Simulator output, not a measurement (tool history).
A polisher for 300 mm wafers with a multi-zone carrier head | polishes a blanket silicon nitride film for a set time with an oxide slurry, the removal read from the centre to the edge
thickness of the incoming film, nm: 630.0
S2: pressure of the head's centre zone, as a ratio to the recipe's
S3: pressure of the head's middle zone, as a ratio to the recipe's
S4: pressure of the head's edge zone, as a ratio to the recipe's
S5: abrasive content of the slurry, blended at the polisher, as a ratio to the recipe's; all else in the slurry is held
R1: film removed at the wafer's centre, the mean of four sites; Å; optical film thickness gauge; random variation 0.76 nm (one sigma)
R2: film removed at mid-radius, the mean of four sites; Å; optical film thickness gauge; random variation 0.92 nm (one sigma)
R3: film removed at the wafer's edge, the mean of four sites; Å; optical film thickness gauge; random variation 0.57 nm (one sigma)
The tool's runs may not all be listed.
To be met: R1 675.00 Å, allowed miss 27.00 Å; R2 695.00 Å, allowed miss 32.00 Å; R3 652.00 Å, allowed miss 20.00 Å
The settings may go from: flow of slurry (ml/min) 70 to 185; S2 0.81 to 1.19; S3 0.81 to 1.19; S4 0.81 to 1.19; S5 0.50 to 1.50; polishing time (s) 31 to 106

Run 1, hour 0.0: flow of slurry (ml/min) 120, S2 1.00, S3 1.00, S4 1.00, S5 1.00, polishing time (s) 68. Result: R1 482.16 Å, R2 492.38 Å, R3 490.54 Å.
Run 2, hour 2.7: flow of slurry (ml/min) 100, S2 1.00, S3 1.00, S4 1.00, S5 1.00, polishing time (s) 68. Result: R1 457.47 Å, R2 459.92 Å, R3 475.16 Å.
Run 3, hour 9.4: flow of slurry (ml/min) 100, S2 1.00, S3 1.00, S4 0.93, S5 1.00, polishing time (s) 68. Result: R1 461.50 Å, R2 461.34 Å, R3 455.73 Å.
Run 4, hour 11.5: flow of slurry (ml/min) 100, S2 1.00, S3 1.00, S4 0.96, S5 1.00, polishing time (s) 68. Result: R1 443.72 Å, R2 478.34 Å, R3 474.66 Å.
Run 5, hour 19.8: flow of slurry (ml/min) 105, S2 1.01, S3 1.01, S4 0.98, S5 1.05, polishing time (s) 68. Result: R1 475.59 Å, R2 491.55 Å, R3 489.57 Å.
Run 6, hour 21.1: flow of slurry (ml/min) 110, S2 1.02, S3 1.02, S4 1.00, S5 1.10, polishing time (s) 68. Result: R1 490.00 Å, R2 489.24 Å, R3 495.06 Å.
Run 7, hour 30.0: flow of slurry (ml/min) 120, S2 1.02, S3 1.03, S4 1.00, S5 1.15, polishing time (s) 69. Result: R1 521.81 Å, R2 531.05 Å, R3 519.33 Å.
Run 8, hour 38.9: flow of slurry (ml/min) 125, S2 1.02, S3 1.04, S4 1.01, S5 1.20, polishing time (s) 69. Result: R1 527.59 Å, R2 545.04 Å, R3 538.83 Å.

4 next moves are on the table. One of them brings every result within its allowed miss. Which?
Run A, hour 47.8: flow of slurry (ml/min) 95, S2 0.93, S3 0.91, S4 1.13, S5 1.40, polishing time (s) 88. Result: R1 ?, R2 ?, R3 ?.
Run B, hour 47.8: flow of slurry (ml/min) 120, S2 1.04, S3 1.03, S4 0.93, S5 1.50, polishing time (s) 83. Result: R1 ?, R2 ?, R3 ?.
Run C, hour 47.8: flow of slurry (ml/min) 100, S2 1.05, S3 1.19, S4 1.01, S5 1.10, polishing time (s) 85. Result: R1 ?, R2 ?, R3 ?.
Run D, hour 47.8: flow of slurry (ml/min) 120, S2 1.10, S3 0.97, S4 1.08, S5 1.15, polishing time (s) 83. Result: R1 ?, R2 ?, R3 ?.

move      R1      R2      R3
   A  606.52  585.94  700.87
   B  693.33  669.29  646.32
   C  619.96  676.36  606.75
   D  675.80  591.42  642.37
A: takes the result that was furthest off past its target
B: meets every target
C: nearer than the last run, and not there yet
D: brings the result that was furthest off to its target, and leaves another outside
Move B is the one to make.
